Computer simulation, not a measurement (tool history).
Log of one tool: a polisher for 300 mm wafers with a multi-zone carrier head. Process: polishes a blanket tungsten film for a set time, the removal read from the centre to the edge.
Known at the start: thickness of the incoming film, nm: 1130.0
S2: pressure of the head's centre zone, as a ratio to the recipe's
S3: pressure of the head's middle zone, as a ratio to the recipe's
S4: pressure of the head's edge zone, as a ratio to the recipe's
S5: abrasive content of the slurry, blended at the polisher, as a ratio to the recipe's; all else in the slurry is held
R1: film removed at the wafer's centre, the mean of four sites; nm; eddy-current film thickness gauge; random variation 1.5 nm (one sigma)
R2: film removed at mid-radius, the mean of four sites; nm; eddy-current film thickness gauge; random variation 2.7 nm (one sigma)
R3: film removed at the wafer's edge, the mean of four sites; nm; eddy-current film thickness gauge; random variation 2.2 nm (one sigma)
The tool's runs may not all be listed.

Run 1, hour 0: flow of slurry (ml/min) 305, S2 1, S3 1, S4 1, S5 1, polishing time (s) 77. Result: R1 290.92 nm, R2 311.08 nm, R3 307.32 nm.
Run 2, hour 8: flow of slurry (ml/min) 305, S2 0.99, S3 0.99, S4 0.99, S5 0.95, polishing time (s) 73. Result: R1 270.95 nm, R2 287.33 nm, R3 281.47 nm.
Run 3, hour 13.3: flow of slurry (ml/min) 300, S2 0.97, S3 0.98, S4 0.98, S5 0.9, polishing time (s) 70. Result: R1 244.51 nm, R2 262.7 nm, R3 256.67 nm.
Run 4, hour 19.9: flow of slurry (ml/min) 295, S2 0.95, S3 0.96, S4 0.97, S5 0.85, polishing time (s) 70. Result: R1 234.87 nm, R2 251.22 nm, R3 249.5 nm.
Run 5, hour 25.5: flow of slurry (ml/min) 290, S2 0.93, S3 0.95, S4 0.95, S5 0.8, polishing time (s) 69. Result: R1 224.94 nm, R2 244 nm, R3 243.58 nm.
Run 6, hour 30.7: flow of slurry (ml/min) 290, S2 1, S3 0.95, S4 0.95, S5 0.8, polishing time (s) 69. Result: R1 242.04 nm, R2 236.69 nm, R3 239.74 nm.
Run 7, hour 39.2: flow of slurry (ml/min) 290, S2 0.98, S3 0.95, S4 0.94, S5 0.75, polishing time (s) 68. Result: R1 224.54 nm, R2 232.61 nm, R3 227.32 nm.
Run 8, hour 48.2: flow of slurry (ml/min) 290, S2 0.96, S3 0.94, S4 0.93, S5 0.7, polishing time (s) 67. Result: R1 214.52 nm, R2 214.78 nm, R3 219.37 nm.
Run 9, hour 52.5: flow of slurry (ml/min) 290, S2 0.94, S3 0.94, S4 0.92, S5 0.65, polishing time (s) 66. Result: R1 196.92 nm, R2 206.82 nm, R3 205.85 nm.

Run 10 comes next. What will it give?
Run 10, hour 58.1: flow of slurry (ml/min) 290, S2 0.93, S3 0.94, S4 0.91, S5 0.65, polishing time (s) 66. Result: R1 ?, R2 ?, R3 ?.

R1: 195.41 nm
R2: 210.45 nm
R3: 209.08 nm
